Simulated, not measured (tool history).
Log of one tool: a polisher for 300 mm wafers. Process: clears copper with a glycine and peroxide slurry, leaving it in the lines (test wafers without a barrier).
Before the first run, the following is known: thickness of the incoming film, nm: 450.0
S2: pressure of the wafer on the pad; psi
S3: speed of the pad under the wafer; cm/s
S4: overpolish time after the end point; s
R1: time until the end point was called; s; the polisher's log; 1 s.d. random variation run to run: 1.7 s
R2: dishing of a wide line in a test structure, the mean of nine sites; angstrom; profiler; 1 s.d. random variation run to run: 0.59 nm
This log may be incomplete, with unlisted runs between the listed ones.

Run 1, hour 0.0: flow of slurry (ml/min) 235, S2 1.9 psi, S3 122 cm/s, S4 11 s. Result: R1 100.100 s, R2 361.89 angstrom.
Run 2, hour 5.9: flow of slurry (ml/min) 235, S2 1.8 psi, S3 120 cm/s, S4 12 s. Result: R1 108.700 s, R2 371.67 angstrom.
Run 3, hour 14.4: flow of slurry (ml/min) 235, S2 1.8 psi, S3 144 cm/s, S4 12 s. Result: R1 91.501 s, R2 421.37 angstrom.
Run 4, hour 22.3: flow of slurry (ml/min) 200, S2 1.8 psi, S3 144 cm/s, S4 12 s. Result: R1 91.442 s, R2 418.89 angstrom.
Run 5, hour 30.3: flow of slurry (ml/min) 200, S2 1.6 psi, S3 142 cm/s, S4 13 s. Result: R1 96.885 s, R2 420.12 angstrom.
Run 6, hour 37.3: flow of slurry (ml/min) 200, S2 1.6 psi, S3 142 cm/s, S4 10 s. Result: R1 98.226 s, R2 332.74 angstrom.
Run 7, hour 43.2: flow of slurry (ml/min) 200, S2 1.4 psi, S3 140 cm/s, S4 12 s. Result: R1 108.430 s, R2 368.71 angstrom.
Run 8, hour 46.6: flow of slurry (ml/min) 200, S2 1.3 psi, S3 140 cm/s, S4 13 s. Result: R1 110.630 s, R2 394.19 angstrom.
Run 9, hour 54.6: flow of slurry (ml/min) 200, S2 1.2 psi, S3 140 cm/s, S4 13 s. Result: R1 111.830 s, R2 378.62 angstrom.
At hour 56.1: worn pad replaced by a new one.
Run 10, hour 56.1: flow of slurry (ml/min) 200, S2 1.1 psi, S3 138 cm/s, S4 14 s. Result: R1 105.010 s, R2 427.83 angstrom.

Run 11, settings as shown, results not yet in. Your forecast:
Run 11, hour 62.1: flow of slurry (ml/min) 200, S2 1.1 psi, S3 138 cm/s, S4 14 s. Result: R1 ?, R2 ?.

R1: 104.610 s
R2: 418.61 angstrom
